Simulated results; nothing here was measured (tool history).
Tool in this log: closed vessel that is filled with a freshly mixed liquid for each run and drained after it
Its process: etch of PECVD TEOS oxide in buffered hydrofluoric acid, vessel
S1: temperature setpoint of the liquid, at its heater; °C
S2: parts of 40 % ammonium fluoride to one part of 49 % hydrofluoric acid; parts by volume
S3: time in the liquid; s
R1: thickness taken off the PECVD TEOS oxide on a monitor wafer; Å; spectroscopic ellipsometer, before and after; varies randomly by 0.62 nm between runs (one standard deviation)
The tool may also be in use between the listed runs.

run	hour	S1	S2	S3	R1
1	0	20	19	100	643.67
2	8.5	17	19	100	562.23
3	11.3	17	21	100	508
4	16.9	17	21	100	511.34
5	18.4	19.5	21	100	587
6	19.7	21	21	100	638.59
7	21.7	22	21	100	682.14

Run 8 comes next. What will it give?
# hour 24.9: thermometer replaced
8	24.9	23.5	21	100	?

{"run 8": {"R1": 648.03}}
